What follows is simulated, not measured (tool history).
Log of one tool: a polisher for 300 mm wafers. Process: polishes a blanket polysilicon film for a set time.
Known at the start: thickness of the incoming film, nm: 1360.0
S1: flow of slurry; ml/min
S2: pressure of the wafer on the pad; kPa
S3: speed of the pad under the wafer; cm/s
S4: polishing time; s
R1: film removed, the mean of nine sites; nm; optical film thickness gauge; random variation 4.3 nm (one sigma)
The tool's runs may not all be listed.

Run 1, hour 0: S1 235 ml/min, S2 17.9 kPa, S3 106 cm/s, S4 27 s. Result: R1 242.75 nm.
Run 2, hour 7: S1 235 ml/min, S2 17.9 kPa, S3 80 cm/s, S4 27 s. Result: R1 181.96 nm.
Run 3, hour 12.6: S1 235 ml/min, S2 17.9 kPa, S3 80 cm/s, S4 27 s. Result: R1 186.7 nm.
Run 4, hour 21: S1 235 ml/min, S2 17.9 kPa, S3 62 cm/s, S4 27 s. Result: R1 147.98 nm.
Run 5, hour 27.5: S1 235 ml/min, S2 17.9 kPa, S3 48 cm/s, S4 27 s. Result: R1 118.88 nm.
Run 6, hour 36.1: S1 210 ml/min, S2 17.9 kPa, S3 48 cm/s, S4 27 s. Result: R1 113.93 nm.
Run 7, hour 43.1: S1 275 ml/min, S2 22.8 kPa, S3 78 cm/s, S4 27 s. Result: R1 231.37 nm.
Run 8, hour 49.9: S1 280 ml/min, S2 23.4 kPa, S3 80 cm/s, S4 27 s. Result: R1 247.61 nm.

Forecast run 9:
Run 9, hour 53.1: S1 280 ml/min, S2 24.1 kPa, S3 80 cm/s, S4 27 s. Result: R1 ?.

{"run 9": {"R1": 254.77}}
